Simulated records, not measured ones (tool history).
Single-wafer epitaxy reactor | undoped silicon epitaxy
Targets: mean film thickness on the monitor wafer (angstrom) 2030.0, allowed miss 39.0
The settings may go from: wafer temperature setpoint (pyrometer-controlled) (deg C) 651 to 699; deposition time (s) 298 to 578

run,hour,wafer temperature setpoint (pyrometer-controlled) (deg C),deposition time (s),mean film thickness on the monitor wafer (angstrom)
1,0.0,675,438,1212.3
2,8.9,686,438,1563.4
3,12.2,678,438,1304.8
4,21.0,678,471,1390.6
5,25.9,682,472,1531.4
6,33.7,682,512,1656.0
7,40.7,694,514,2178.2
8,45.6,693,514,2148.7
9,46.8,692,514,2080.0

Which of these 5 next moves meets every target?
A,48.0,697,477,?
B,48.0,688,578,?
C,48.0,694,490,?
D,48.0,687,562,?
E,48.0,696,486,?

move,mean film thickness on the monitor wafer (angstrom)
A,2173.8
B,2152.8
C,2088.8
D,2046.2
E,2166.2
A: further off than the last run
B: further off than the last run
C: further off than the last run
D: meets every target
E: further off than the last run
Move D is the one to make.

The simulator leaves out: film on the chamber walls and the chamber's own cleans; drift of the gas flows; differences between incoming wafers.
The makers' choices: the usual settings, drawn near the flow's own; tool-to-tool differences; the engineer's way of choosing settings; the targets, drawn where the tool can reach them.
